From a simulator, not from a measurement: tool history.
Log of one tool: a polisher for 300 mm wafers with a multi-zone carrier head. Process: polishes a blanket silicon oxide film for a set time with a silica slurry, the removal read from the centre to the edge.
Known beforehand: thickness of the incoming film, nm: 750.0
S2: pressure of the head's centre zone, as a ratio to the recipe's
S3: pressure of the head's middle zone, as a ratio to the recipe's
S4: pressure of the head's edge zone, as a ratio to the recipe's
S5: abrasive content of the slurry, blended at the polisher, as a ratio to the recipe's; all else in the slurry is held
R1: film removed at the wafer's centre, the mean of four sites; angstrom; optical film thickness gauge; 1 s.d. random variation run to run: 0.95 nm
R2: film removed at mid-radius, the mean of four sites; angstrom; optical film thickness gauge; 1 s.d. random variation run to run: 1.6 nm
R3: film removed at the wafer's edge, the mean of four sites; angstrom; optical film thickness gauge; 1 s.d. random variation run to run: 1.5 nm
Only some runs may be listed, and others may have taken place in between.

run 1 hour=0.0 | flow_of_slurry_(ml/min)=270 S2=1.00 S3=1.00 S4=1.00 S5=1.00 polishing_time_(s)=57 | R1=2093.0 R2=2085.0 R3=2044.1
run 2 hour=8.6 | flow_of_slurry_(ml/min)=270 S2=1.00 S3=1.00 S4=1.00 S5=0.80 polishing_time_(s)=57 | R1=1879.8 R2=1839.4 R3=1783.8
run 3 hour=10.5 | flow_of_slurry_(ml/min)=270 S2=1.00 S3=1.00 S4=0.94 S5=0.80 polishing_time_(s)=57 | R1=1840.0 R2=1899.1 R3=1749.0
run 4 hour=17.1 | flow_of_slurry_(ml/min)=265 S2=0.98 S3=0.99 S4=0.93 S5=0.75 polishing_time_(s)=55 | R1=1693.6 R2=1741.3 R3=1602.7
run 5 hour=19.3 | flow_of_slurry_(ml/min)=265 S2=0.98 S3=1.05 S4=0.93 S5=0.75 polishing_time_(s)=55 | R1=1701.8 R2=1812.2 R3=1614.1
run 6 hour=25.2 | flow_of_slurry_(ml/min)=265 S2=0.98 S3=1.05 S4=0.93 S5=0.55 polishing_time_(s)=55 | R1=1355.6 R2=1438.5 R3=1264.8
-- hour=33.7 edge zone pressure recalibrated
run 7 hour=33.7 | flow_of_slurry_(ml/min)=260 S2=0.96 S3=1.05 S4=0.94 S5=0.55 polishing_time_(s)=54 | R1=1316.3 R2=1374.3 R3=1344.4
run 8 hour=39.7 | flow_of_slurry_(ml/min)=260 S2=0.95 S3=1.06 S4=0.93 S5=0.55 polishing_time_(s)=53 | R1=1275.2 R2=1430.8 R3=1318.6
run 9 hour=41.4 | flow_of_slurry_(ml/min)=260 S2=0.95 S3=1.06 S4=0.93 S5=0.55 polishing_time_(s)=52 | R1=1244.3 R2=1385.0 R3=1285.6
run 10 hour=43.7 | flow_of_slurry_(ml/min)=260 S2=0.94 S3=1.06 S4=0.92 S5=0.55 polishing_time_(s)=51 | R1=1236.7 R2=1337.2 R3=1222.9
run 11 hour=47.2 | flow_of_slurry_(ml/min)=260 S2=0.92 S3=1.07 S4=0.92 S5=0.55 polishing_time_(s)=50 | R1=1154.1 R2=1314.2 R3=1246.8
run 12 hour=53.2 | flow_of_slurry_(ml/min)=260 S2=0.92 S3=1.07 S4=0.92 S5=0.55 polishing_time_(s)=50 | R1=1173.1 R2=1326.3 R3=1206.2

Forecast run 13:
run 13 hour=56.8 | flow_of_slurry_(ml/min)=260 S2=0.91 S3=1.07 S4=0.92 S5=0.55 polishing_time_(s)=50 | R1=? R2=? R3=?

R1: 1152.1 angstrom
R2: 1308.4 angstrom
R3: 1230.0 angstrom
